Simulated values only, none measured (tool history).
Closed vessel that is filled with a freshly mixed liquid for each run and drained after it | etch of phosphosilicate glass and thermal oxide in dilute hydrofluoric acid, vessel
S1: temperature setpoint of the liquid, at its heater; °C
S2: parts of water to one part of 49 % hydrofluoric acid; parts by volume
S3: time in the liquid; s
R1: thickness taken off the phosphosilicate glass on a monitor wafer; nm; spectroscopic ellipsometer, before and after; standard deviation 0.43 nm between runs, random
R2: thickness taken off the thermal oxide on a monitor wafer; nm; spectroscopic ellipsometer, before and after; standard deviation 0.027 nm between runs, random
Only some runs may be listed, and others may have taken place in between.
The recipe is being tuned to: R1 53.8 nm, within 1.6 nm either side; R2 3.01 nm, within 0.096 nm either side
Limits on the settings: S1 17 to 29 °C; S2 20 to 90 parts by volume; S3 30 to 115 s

run 1 hour=0 | S1=21 S2=50 S3=60 | R1=95.725 R2=5.3262
run 2 hour=7 | S1=19.5 S2=55 S3=60 | R1=82.364 R2=4.5529
run 3 hour=10.9 | S1=19.5 S2=65 S3=60 | R1=68.689 R2=3.7767
run 4 hour=18.7 | S1=19 S2=70 S3=60 | R1=60.565 R2=3.4719
run 5 hour=19.2 | S1=18.5 S2=70 S3=60 | R1=58.931 R2=3.3856
run 6 hour=26.6 | S1=18.5 S2=85 S3=60 | R1=48.936 R2=2.6998
run 7 hour=34 | S1=19 S2=85 S3=60 | R1=50.122 R2=2.7918
run 8 hour=37.8 | S1=19.5 S2=85 S3=60 | R1=51.584 R2=2.831

Which of these 4 next moves meets every target?
run A hour=41.6 | S1=22.5 S2=90 S3=55 | R1=? R2=?
run B hour=41.6 | S1=19 S2=80 S3=55 | R1=? R2=?
run C hour=41.6 | S1=24 S2=80 S3=45 | R1=? R2=?
run D hour=41.6 | S1=20.5 S2=90 S3=65 | R1=? R2=?

move=A R1=49.198 R2=2.7337
move=B R1=48.474 R2=2.6935
move=C R1=48.706 R2=2.7063
move=D R1=53.587 R2=2.9775
A: misses by more than the last run did
B: misses by more than the last run did
C: misses by more than the last run did
D: in spec on every target
D is the move that brings every result within its allowed miss.
